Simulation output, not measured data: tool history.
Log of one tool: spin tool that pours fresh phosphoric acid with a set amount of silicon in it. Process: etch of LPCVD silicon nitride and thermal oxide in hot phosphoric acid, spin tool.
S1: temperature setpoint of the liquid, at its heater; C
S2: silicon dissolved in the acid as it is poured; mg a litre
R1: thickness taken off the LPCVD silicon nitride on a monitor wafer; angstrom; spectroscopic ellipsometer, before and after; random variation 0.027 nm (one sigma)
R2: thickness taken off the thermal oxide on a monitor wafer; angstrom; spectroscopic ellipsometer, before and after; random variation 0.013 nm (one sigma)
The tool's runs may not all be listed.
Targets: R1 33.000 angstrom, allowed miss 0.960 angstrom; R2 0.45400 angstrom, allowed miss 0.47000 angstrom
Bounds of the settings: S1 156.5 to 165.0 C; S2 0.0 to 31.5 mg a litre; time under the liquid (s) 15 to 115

run 1 hour=0.0 | S1=160.0 S2=14.0 time_under_the_liquid_(s)=60 | R1=60.147 R2=1.33820
run 2 hour=4.1 | S1=159.5 S2=14.5 time_under_the_liquid_(s)=55 | R1=53.869 R2=1.29170
run 3 hour=12.2 | S1=159.5 S2=14.5 time_under_the_liquid_(s)=75 | R1=73.592 R2=1.07410
run 4 hour=13.2 | S1=159.5 S2=14.5 time_under_the_liquid_(s)=95 | R1=92.174 R2=1.47900
run 5 hour=18.5 | S1=159.0 S2=15.0 time_under_the_liquid_(s)=90 | R1=86.652 R2=2.10290
run 6 hour=24.4 | S1=159.0 S2=15.0 time_under_the_liquid_(s)=80 | R1=77.998 R2=0.48839
run 7 hour=32.7 | S1=159.0 S2=14.5 time_under_the_liquid_(s)=75 | R1=72.208 R2=1.86220
run 8 hour=38.9 | S1=159.0 S2=15.5 time_under_the_liquid_(s)=70 | R1=66.791 R2=0.93150
run 9 hour=40.3 | S1=159.0 S2=15.5 time_under_the_liquid_(s)=65 | R1=63.147 R2=1.94020
run 10 hour=40.9 | S1=159.5 S2=14.0 time_under_the_liquid_(s)=60 | R1=58.394 R2=2.01660
run 11 hour=49.3 | S1=157.0 S2=23.0 time_under_the_liquid_(s)=30 | R1=26.737 R2=0.40714
run 12 hour=52.0 | S1=158.5 S2=24.0 time_under_the_liquid_(s)=30 | R1=28.124 R2=0.41325
run 13 hour=55.9 | S1=159.0 S2=24.0 time_under_the_liquid_(s)=30 | R1=28.742 R2=0.53967
run 14 hour=59.1 | S1=159.5 S2=23.5 time_under_the_liquid_(s)=35 | R1=33.738 R2=0.75196

4 next moves are on the table. One of them brings every result within its allowed miss. Which?
run A hour=62.3 | S1=156.5 S2=31.5 time_under_the_liquid_(s)=40 | R1=? R2=?
run B hour=62.3 | S1=158.5 S2=25.0 time_under_the_liquid_(s)=35 | R1=? R2=?
run C hour=62.3 | S1=165.0 S2=8.0 time_under_the_liquid_(s)=30 | R1=? R2=?
run D hour=62.3 | S1=165.0 S2=3.5 time_under_the_liquid_(s)=30 | R1=? R2=?

move=A R1=35.328 R2=0.34373
move=B R1=33.086 R2=0.44605
move=C R1=35.217 R2=0.96588
move=D R1=35.217 R2=1.05840
A: further off than the last run
B: meets every target
C: further off than the last run
D: further off than the last run
Answer: B

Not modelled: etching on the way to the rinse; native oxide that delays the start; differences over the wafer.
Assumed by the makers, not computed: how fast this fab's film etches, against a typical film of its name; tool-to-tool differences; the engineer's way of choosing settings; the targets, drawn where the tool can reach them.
